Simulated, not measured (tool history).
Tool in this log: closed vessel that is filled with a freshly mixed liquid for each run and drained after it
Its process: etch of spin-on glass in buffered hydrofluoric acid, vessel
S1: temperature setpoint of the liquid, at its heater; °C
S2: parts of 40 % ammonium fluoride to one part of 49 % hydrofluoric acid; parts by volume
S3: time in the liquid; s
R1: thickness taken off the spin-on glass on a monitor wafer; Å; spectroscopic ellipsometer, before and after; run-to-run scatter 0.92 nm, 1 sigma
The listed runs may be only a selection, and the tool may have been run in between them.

run,day,S1,S2,S3,R1
1,0,21,16.5,85,981.18
2,0.275,23,16.5,85,1115.3
3,0.517,23.5,16.5,85,1132.1
4,0.792,23.5,14.5,85,1266.7
5,1.142,23.5,17.5,85,1056.9
6,1.233,24,17.5,85,1103.6
7,1.4,24,17.5,85,1099.3
8,1.458,24.5,17.5,85,1134.5
9,1.642,25,17.5,85,1167.5

Estimate the outcome of run 10 from the log above:
10,1.712,25,17.5,85,?

{"run 10": {"R1": 1178.3}}
